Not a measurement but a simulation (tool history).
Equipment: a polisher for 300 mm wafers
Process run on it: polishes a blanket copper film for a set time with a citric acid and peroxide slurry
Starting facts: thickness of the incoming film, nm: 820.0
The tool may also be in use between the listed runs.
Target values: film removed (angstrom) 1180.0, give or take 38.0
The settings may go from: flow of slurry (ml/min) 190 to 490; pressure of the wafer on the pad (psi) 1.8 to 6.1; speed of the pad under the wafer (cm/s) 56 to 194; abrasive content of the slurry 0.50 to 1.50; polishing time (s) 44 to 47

run,hour,flow of slurry (ml/min),pressure of the wafer on the pad (psi),speed of the pad under the wafer (cm/s),abrasive content of the slurry,polishing time (s),film removed (angstrom)
1,0.0,315,3.9,124,1.00,44,1833.6
2,4.5,315,3.9,124,1.20,44,1900.8
3,6.8,315,3.6,124,1.20,44,1815.8
4,12.9,370,3.6,124,1.20,44,1830.0
5,16.1,370,3.0,124,1.20,44,1646.4
6,21.3,370,3.0,104,1.20,44,1431.6
7,22.7,370,2.9,104,1.20,44,1434.7
8,29.6,370,2.7,104,1.20,44,1380.1
9,32.2,370,2.6,104,1.20,44,1339.8
10,35.3,370,2.5,104,1.20,44,1329.2
11,36.3,370,2.4,104,1.20,44,1286.1

4 next moves are on the table. One of them brings every result within its allowed miss. Which?
A,37.3,370,2.3,110,1.25,47,?
B,37.3,300,1.9,110,1.30,44,?
C,37.3,370,2.2,122,1.30,44,?
D,37.3,490,2.3,100,1.50,47,?

move,film removed (angstrom)
A,1407.4
B,1189.8
C,1403.3
D,1403.8
A: its largest miss is bigger than the last run's
B: meets every target
C: its largest miss is bigger than the last run's
D: its largest miss is bigger than the last run's
Move B is the one to make.
